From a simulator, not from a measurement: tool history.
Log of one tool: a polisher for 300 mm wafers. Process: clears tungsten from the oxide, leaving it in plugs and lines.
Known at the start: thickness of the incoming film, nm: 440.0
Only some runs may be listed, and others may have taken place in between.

run	hour	flow of slurry (ml/min)	pressure of the wafer on the pad (kPa)	speed of the pad under the wafer (m/s)	abrasive content of the slurry	overpolish time after the end point (s)	time until the end point was called (s)
1	0.0	150	22.1	0.96	1.0	31	120.66
2	1.0	135	22.1	0.96	1.0	31	126.71
3	3.7	130	19.3	0.94	1.0	31	143.97
4	9.1	130	17.2	0.92	1.0	31	164.03
5	11.4	130	15.9	0.92	1.0	31	176.82
6	18.8	130	15.9	0.92	1.0	31	172.88
7	20.1	130	14.5	0.92	1.0	31	195.53

Estimate the outcome of run 8 from the log above:
8	24.5	130	13.8	0.92	1.0	31	?

time until the end point was called (s): 203.81
